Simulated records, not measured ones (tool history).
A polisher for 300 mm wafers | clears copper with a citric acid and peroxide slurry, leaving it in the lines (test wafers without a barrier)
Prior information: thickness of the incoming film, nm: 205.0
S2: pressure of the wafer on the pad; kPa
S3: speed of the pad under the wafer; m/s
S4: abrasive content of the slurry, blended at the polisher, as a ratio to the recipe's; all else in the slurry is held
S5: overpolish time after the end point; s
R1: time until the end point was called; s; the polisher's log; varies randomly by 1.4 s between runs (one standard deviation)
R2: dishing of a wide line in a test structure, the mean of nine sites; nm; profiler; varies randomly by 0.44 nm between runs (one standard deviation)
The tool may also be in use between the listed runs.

{"run": 1, "hour": 0.0, "flow of slurry (ml/min)": 240, "S2": 17.2, "S3": 0.86, "S4": 1, "S5": 11, "R1": 118.17, "R2": 12.873}
{"run": 2, "hour": 1.4, "flow of slurry (ml/min)": 240, "S2": 18.6, "S3": 0.86, "S4": 1, "S5": 12, "R1": 115.25, "R2": 14.39}
{"run": 3, "hour": 8.5, "flow of slurry (ml/min)": 240, "S2": 18.6, "S3": 0.86, "S4": 1, "S5": 10, "R1": 115.22, "R2": 12.415}
{"run": 4, "hour": 10.2, "flow of slurry (ml/min)": 240, "S2": 20, "S3": 0.88, "S4": 1, "S5": 11, "R1": 105.79, "R2": 14.263}
{"run": 5, "hour": 18.4, "flow of slurry (ml/min)": 240, "S2": 20, "S3": 1.08, "S4": 1, "S5": 11, "R1": 89.079, "R2": 16.451}
{"run": 6, "hour": 23.5, "flow of slurry (ml/min)": 240, "S2": 20.7, "S3": 1.08, "S4": 1, "S5": 12, "R1": 87.249, "R2": 18.481}
{"run": 7, "hour": 25.3, "flow of slurry (ml/min)": 240, "S2": 21.4, "S3": 1.08, "S4": 1, "S5": 12, "R1": 84.05, "R2": 18.66}
{"run": 8, "hour": 33.2, "flow of slurry (ml/min)": 240, "S2": 22.1, "S3": 1.08, "S4": 1, "S5": 13, "R1": 80.869, "R2": 20.747}

Run 9 has not been measured yet. What should we expect?
{"run": 9, "hour": 42.0, "flow of slurry (ml/min)": 240, "S2": 22.8, "S3": 1.08, "S4": 1, "S5": 14, "R1": "?", "R2": "?"}

R1: 79.549 s
R2: 21.444 nm

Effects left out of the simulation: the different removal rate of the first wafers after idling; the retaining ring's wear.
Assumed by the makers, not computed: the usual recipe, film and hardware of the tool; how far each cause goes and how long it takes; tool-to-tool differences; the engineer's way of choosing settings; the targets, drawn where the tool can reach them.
